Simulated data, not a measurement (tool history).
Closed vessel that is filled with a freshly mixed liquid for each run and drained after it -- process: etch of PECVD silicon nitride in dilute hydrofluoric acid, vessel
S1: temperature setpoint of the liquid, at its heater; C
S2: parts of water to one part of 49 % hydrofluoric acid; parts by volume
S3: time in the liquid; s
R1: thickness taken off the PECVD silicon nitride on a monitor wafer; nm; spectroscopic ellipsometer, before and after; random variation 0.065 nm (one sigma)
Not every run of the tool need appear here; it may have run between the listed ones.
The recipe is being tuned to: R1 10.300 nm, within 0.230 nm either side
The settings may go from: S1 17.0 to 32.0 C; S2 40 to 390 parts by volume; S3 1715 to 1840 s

| run | hour | S1 | S2 | S3 | R1 |
|---|---|---|---|---|---|
| 1 | 0.0 | 24.0 | 215 | 1715 | 24.281 |
| 2 | 8.5 | 22.0 | 240 | 1715 | 18.881 |
| 3 | 13.7 | 22.0 | 200 | 1715 | 22.851 |
| 4 | 21.9 | 22.0 | 200 | 1840 | 24.548 |
| 5 | 28.1 | 22.0 | 200 | 1840 | 24.393 |
| 6 | 33.0 | 20.5 | 230 | 1840 | 19.233 |
| 7 | 40.9 | 19.5 | 250 | 1840 | 16.702 |
| 8 | 49.8 | 19.0 | 270 | 1840 | 14.886 |
| 9 | 56.8 | 18.5 | 285 | 1840 | 13.744 |
| 10 | 65.0 | 18.0 | 295 | 1840 | 12.939 |
| 11 | 68.3 | 17.0 | 340 | 1840 | 10.623 |

Next run, 4 choices. One meets every target within its allowed miss, the rest don't. Which?
| A | 71.6 | 17.5 | 335 | 1790 | ? |
| B | 71.6 | 18.0 | 345 | 1800 | ? |
| C | 71.6 | 19.5 | 385 | 1815 | ? |
| D | 71.6 | 17.5 | 355 | 1790 | ? |

| move | R1 |
|---|---|
| A | 10.779 |
| B | 10.884 |
| C | 10.863 |
| D | 10.202 |
A: the biggest miss grows against the last run
B: the biggest miss grows against the last run
C: the biggest miss grows against the last run
D: every result lands within tolerance
D meets every target.
